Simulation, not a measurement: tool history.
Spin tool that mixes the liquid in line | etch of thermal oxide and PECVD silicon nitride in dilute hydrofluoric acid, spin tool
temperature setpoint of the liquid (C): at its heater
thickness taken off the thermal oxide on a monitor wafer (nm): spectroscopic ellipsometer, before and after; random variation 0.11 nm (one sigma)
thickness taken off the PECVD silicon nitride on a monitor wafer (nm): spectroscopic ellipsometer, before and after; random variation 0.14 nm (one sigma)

| run | day | temperature setpoint of the liquid (C) | parts of water to one part of 49 % hydrofluoric acid (parts by volume) | time under the liquid (s) | thickness taken off the thermal oxide on a monitor wafer (nm) | thickness taken off the PECVD silicon nitride on a monitor wafer (nm) |
|---|---|---|---|---|---|---|
| 1 | 0 | 26 | 75 | 180 | 12.05 | 9.904 |
| 2 | 0.271 | 27.5 | 75 | 180 | 12.797 | 10.625 |
| 3 | 0.467 | 28 | 70 | 180 | 14.03 | 12.015 |
| 4 | 0.717 | 31 | 70 | 180 | 15.707 | 14.38 |
| 5 | 1.054 | 27.5 | 70 | 180 | 13.75 | 11.641 |
| 6 | 1.279 | 27.5 | 70 | 125 | 9.6155 | 8.0479 |
| 7 | 1.483 | 28 | 60 | 125 | 11.573 | 9.7045 |
| 8 | 1.667 | 28 | 55 | 125 | 12.722 | 10.635 |
| 9 | 1.729 | 28 | 50 | 125 | 14.034 | 11.547 |
| 10 | 1.979 | 28.5 | 45 | 125 | 16.186 | 13.319 |
| 11 | 2.038 | 29 | 40 | 125 | 18.546 | 15.582 |

Run 12 comes next. What will it give?
| 12 | 2.354 | 29 | 35 | 120 | ? | ? |

thickness taken off the thermal oxide on a monitor wafer (nm): 20.465
thickness taken off the PECVD silicon nitride on a monitor wafer (nm): 16.854

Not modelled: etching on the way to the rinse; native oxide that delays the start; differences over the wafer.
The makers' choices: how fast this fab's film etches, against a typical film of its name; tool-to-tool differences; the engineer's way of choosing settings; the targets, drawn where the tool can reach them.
